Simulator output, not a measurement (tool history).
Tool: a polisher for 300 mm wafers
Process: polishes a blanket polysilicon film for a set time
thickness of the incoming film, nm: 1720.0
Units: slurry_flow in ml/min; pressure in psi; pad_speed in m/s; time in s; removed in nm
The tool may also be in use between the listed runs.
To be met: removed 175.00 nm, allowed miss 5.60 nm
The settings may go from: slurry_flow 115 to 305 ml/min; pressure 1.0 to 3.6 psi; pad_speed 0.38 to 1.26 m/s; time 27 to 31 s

run,hour,slurry_flow,pressure,pad_speed,time,removed
1,0.0,195,2.3,0.82,31,202.27
2,6.0,190,2.2,0.82,31,196.46
3,11.9,190,2.1,0.82,31,185.66
4,16.2,190,2.1,0.98,31,216.40
5,25.1,190,2.1,0.98,31,218.14
6,27.4,190,2.1,0.90,31,204.47
7,29.1,190,2.0,0.90,31,193.40
8,31.7,190,1.9,0.90,31,186.01

Which of these 5 next moves meets every target?
A,34.3,235,1.7,1.02,28,?
B,34.3,170,2.2,0.86,30,?
C,34.3,200,2.2,0.84,31,?
D,34.3,200,2.0,0.90,30,?
E,34.3,175,2.2,0.86,29,?

move,removed
A,177.20
B,193.13
C,200.64
D,190.29
E,187.59
A: meets every target
B: further off than the last run
C: further off than the last run
D: further off than the last run
E: further off than the last run
Answer: A

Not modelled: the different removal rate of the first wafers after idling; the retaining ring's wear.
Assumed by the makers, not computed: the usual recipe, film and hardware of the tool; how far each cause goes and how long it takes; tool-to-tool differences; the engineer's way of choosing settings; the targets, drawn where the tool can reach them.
